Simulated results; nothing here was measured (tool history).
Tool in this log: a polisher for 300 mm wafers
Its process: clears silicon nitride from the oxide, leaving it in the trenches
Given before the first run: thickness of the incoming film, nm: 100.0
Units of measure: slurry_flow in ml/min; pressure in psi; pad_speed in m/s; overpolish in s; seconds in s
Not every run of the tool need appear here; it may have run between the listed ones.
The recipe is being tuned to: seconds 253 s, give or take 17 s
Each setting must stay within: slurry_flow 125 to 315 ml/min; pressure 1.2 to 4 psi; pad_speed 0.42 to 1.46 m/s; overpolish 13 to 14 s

| run | hour | slurry_flow | pressure | pad_speed | overpolish | seconds |
|---|---|---|---|---|---|---|
| 1 | 0 | 205 | 2.6 | 0.94 | 13 | 139.53 |
| 2 | 0.9 | 205 | 2.6 | 0.78 | 13 | 164.82 |
| 3 | 6.9 | 250 | 2.6 | 0.78 | 13 | 165.43 |
| 4 | 8.8 | 270 | 2.6 | 0.78 | 13 | 163.67 |
| 5 | 12 | 270 | 2.3 | 0.76 | 13 | 185.44 |
| 6 | 16.2 | 305 | 2.3 | 0.76 | 13 | 176.08 |
| 7 | 19.7 | 305 | 2 | 0.74 | 13 | 223.3 |
| 8 | 22.6 | 305 | 1.9 | 0.74 | 13 | 218.81 |

Which one of the following 4 next-run settings gets every result inside its allowed miss? There is exactly one.
| A | 25.5 | 305 | 1.8 | 0.78 | 14 | ? |
| B | 25.5 | 305 | 1.8 | 0.8 | 13 | ? |
| C | 25.5 | 285 | 2.4 | 0.78 | 13 | ? |
| D | 25.5 | 205 | 2.3 | 0.58 | 14 | ? |

| move | seconds |
|---|---|
| A | 224.86 |
| B | 219.44 |
| C | 171.45 |
| D | 245.11 |
A: closes in on the targets versus the last run, not all within tolerance yet
B: just as far off the targets as the last run
C: its largest miss is bigger than the last run's
D: every result lands within tolerance
Move D is the one to make.
